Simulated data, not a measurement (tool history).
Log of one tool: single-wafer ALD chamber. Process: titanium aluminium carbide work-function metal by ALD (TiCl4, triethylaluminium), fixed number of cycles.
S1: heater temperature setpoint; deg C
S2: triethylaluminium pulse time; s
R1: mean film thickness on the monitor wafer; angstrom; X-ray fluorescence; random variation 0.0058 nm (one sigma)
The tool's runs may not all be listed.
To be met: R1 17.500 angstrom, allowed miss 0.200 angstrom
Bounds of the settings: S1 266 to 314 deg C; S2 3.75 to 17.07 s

run 1 hour=0.0 | S1=290 S2=10.41 | R1=19.171
run 2 hour=3.2 | S1=286 S2=10.22 | R1=18.685
run 3 hour=9.8 | S1=284 S2=10.12 | R1=18.676
run 4 hour=15.9 | S1=281 S2=9.91 | R1=18.283
run 5 hour=21.5 | S1=281 S2=11.46 | R1=18.360
run 6 hour=29.5 | S1=281 S2=12.93 | R1=18.556
run 7 hour=36.3 | S1=279 S2=12.79 | R1=18.273
run 8 hour=41.8 | S1=277 S2=12.71 | R1=18.203

Which of these 5 next moves meets every target?
run A hour=47.3 | S1=288 S2=9.84 | R1=?
run B hour=47.3 | S1=273 S2=15.80 | R1=?
run C hour=47.3 | S1=285 S2=12.22 | R1=?
run D hour=47.3 | S1=274 S2=9.72 | R1=?
run E hour=47.3 | S1=285 S2=15.10 | R1=?

move=A R1=18.861
move=B R1=17.900
move=C R1=18.888
move=D R1=17.485
move=E R1=19.066
A: further off than the last run
B: nearer than the last run, and not there yet
C: further off than the last run
D: meets every target
E: further off than the last run
Answer: D
